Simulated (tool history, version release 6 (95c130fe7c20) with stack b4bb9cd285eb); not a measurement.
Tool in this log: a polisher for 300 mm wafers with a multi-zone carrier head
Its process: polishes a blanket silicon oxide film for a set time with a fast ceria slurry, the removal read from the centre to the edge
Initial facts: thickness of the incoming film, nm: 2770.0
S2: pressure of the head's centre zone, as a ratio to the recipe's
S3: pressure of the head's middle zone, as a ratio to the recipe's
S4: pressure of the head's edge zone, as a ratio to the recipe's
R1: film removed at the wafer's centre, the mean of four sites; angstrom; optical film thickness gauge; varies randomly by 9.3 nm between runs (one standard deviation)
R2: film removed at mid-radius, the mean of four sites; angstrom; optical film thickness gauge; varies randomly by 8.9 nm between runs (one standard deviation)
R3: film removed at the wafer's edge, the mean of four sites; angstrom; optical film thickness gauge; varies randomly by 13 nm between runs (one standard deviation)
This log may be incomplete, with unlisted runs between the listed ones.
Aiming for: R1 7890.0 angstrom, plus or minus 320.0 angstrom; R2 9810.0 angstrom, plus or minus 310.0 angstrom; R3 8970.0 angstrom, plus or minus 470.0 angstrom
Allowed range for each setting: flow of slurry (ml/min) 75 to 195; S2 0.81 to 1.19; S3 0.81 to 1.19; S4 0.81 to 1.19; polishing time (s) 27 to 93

run 1 hour=0.0 | flow_of_slurry_(ml/min)=125 S2=1.00 S3=1.00 S4=1.00 polishing_time_(s)=59 | R1=11570.0 R2=11868.0 R3=11173.0
run 2 hour=5.8 | flow_of_slurry_(ml/min)=125 S2=1.03 S3=1.00 S4=1.00 polishing_time_(s)=59 | R1=11836.0 R2=11915.0 R3=11261.0
run 3 hour=9.1 | flow_of_slurry_(ml/min)=115 S2=0.98 S3=1.01 S4=0.99 polishing_time_(s)=57 | R1=10742.0 R2=11152.0 R3=10573.0
run 4 hour=18.1 | flow_of_slurry_(ml/min)=115 S2=1.05 S3=1.01 S4=0.99 polishing_time_(s)=57 | R1=11350.0 R2=11159.0 R3=10768.0
run 5 hour=19.9 | flow_of_slurry_(ml/min)=105 S2=0.99 S3=1.03 S4=0.99 polishing_time_(s)=56 | R1=10368.0 R2=10795.0 R3=10257.0
run 6 hour=20.8 | flow_of_slurry_(ml/min)=130 S2=0.99 S3=1.03 S4=0.99 polishing_time_(s)=56 | R1=10920.0 R2=11515.0 R3=10655.0
run 7 hour=24.3 | flow_of_slurry_(ml/min)=120 S2=0.95 S3=1.04 S4=0.99 polishing_time_(s)=55 | R1=10316.0 R2=11081.0 R3=10327.0
run 8 hour=26.8 | flow_of_slurry_(ml/min)=90 S2=0.85 S3=1.14 S4=1.03 polishing_time_(s)=46 | R1=6750.7 R2=9090.0 R3=8528.4
run 9 hour=34.6 | flow_of_slurry_(ml/min)=100 S2=0.86 S3=1.13 S4=1.03 polishing_time_(s)=46 | R1=7151.9 R2=9360.8 R3=8465.4
run 10 hour=39.6 | flow_of_slurry_(ml/min)=105 S2=0.87 S3=1.12 S4=1.04 polishing_time_(s)=46 | R1=7341.4 R2=9298.7 R3=8559.6
run 11 hour=42.5 | flow_of_slurry_(ml/min)=110 S2=0.87 S3=1.12 S4=1.05 polishing_time_(s)=46 | R1=7488.7 R2=9612.5 R3=8830.3

Pick the move, out of 5, that brings all results within their allowed miss; only one does.
run A hour=45.4 | flow_of_slurry_(ml/min)=95 S2=0.81 S3=1.14 S4=1.04 polishing_time_(s)=49 | R1=? R2=? R3=?
run B hour=45.4 | flow_of_slurry_(ml/min)=80 S2=0.86 S3=0.93 S4=1.19 polishing_time_(s)=55 | R1=? R2=? R3=?
run C hour=45.4 | flow_of_slurry_(ml/min)=120 S2=0.92 S3=1.17 S4=1.10 polishing_time_(s)=45 | R1=? R2=? R3=?
run D hour=45.4 | flow_of_slurry_(ml/min)=110 S2=0.87 S3=0.96 S4=1.15 polishing_time_(s)=52 | R1=? R2=? R3=?
run E hour=45.4 | flow_of_slurry_(ml/min)=90 S2=0.92 S3=1.01 S4=1.04 polishing_time_(s)=49 | R1=? R2=? R3=?

move=A R1=7146.4 R2=9599.3 R3=8718.2
move=B R1=7881.6 R2=8905.0 R3=10056.0
move=C R1=8094.2 R2=9613.7 R3=8640.1
move=D R1=8592.0 R2=9603.0 R3=10064.0
move=E R1=7940.9 R2=8730.9 R3=8617.5
A: lands further from the targets than the last run did
B: brings the result that was furthest off to its target, and leaves another outside
C: every result within its allowed miss
D: takes the result that was furthest off past its target
E: brings the result that was furthest off to its target, and leaves another outside
C meets every target.
